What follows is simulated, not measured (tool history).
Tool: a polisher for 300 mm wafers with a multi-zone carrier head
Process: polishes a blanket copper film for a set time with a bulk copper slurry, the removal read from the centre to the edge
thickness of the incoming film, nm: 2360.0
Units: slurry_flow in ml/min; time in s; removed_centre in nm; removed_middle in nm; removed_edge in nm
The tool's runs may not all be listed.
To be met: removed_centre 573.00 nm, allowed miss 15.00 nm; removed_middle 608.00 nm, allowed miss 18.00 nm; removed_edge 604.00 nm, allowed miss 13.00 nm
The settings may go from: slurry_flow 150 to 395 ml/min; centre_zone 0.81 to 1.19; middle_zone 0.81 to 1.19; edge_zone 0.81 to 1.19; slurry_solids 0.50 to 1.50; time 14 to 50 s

run,hour,slurry_flow,centre_zone,middle_zone,edge_zone,slurry_solids,time,removed_centre,removed_middle,removed_edge
1,0.0,250,1.00,1.00,1.00,1.00,32,418.33,414.39,409.24
2,2.6,255,1.00,1.01,1.02,1.05,33,434.07,443.03,424.91
3,6.5,225,1.00,1.01,1.02,1.05,33,433.14,433.62,421.09
4,9.4,225,1.00,1.01,1.02,0.85,33,412.13,414.73,407.20
5,10.1,235,1.00,1.01,1.04,0.90,34,435.53,436.29,432.04
6,13.7,235,1.00,1.01,1.04,0.90,31,398.53,395.27,395.19
7,17.2,245,1.00,1.01,1.06,0.95,32,419.83,413.42,411.06
8,25.0,245,0.99,1.01,1.07,1.00,33,426.67,431.25,431.97
9,31.7,245,0.99,1.01,1.07,1.00,33,427.11,429.74,437.78
10,40.1,255,0.99,1.02,1.08,1.05,34,448.23,447.04,456.53
11,41.8,260,0.99,1.04,1.09,1.10,34,446.72,465.48,460.33
12,44.2,285,1.03,1.04,1.19,1.35,40,576.84,578.96,593.37
13,52.4,295,1.02,1.06,1.19,1.40,40,575.24,594.72,596.44

5 next moves are on the table. One of them brings every result within its allowed miss. Which?
A,60.6,330,1.01,1.03,1.19,1.40,40,?,?,?
B,60.6,255,0.99,1.02,1.19,1.45,41,?,?,?
C,60.6,285,1.01,1.09,1.19,1.15,42,?,?,?
D,60.6,265,0.96,1.14,1.15,1.40,42,?,?,?
E,60.6,285,1.00,1.07,1.09,1.50,40,?,?,?

move,removed_centre,removed_middle,removed_edge
A,573.31,576.71,599.30
B,562.25,574.42,605.50
C,574.43,605.42,602.77
D,558.36,642.90,606.92
E,565.26,593.04,572.90
A: further off than the last run
B: further off than the last run
C: meets every target
D: takes the result that was furthest off past its target
E: brings the result that was furthest off to its target, and leaves another outside
The right move is C.

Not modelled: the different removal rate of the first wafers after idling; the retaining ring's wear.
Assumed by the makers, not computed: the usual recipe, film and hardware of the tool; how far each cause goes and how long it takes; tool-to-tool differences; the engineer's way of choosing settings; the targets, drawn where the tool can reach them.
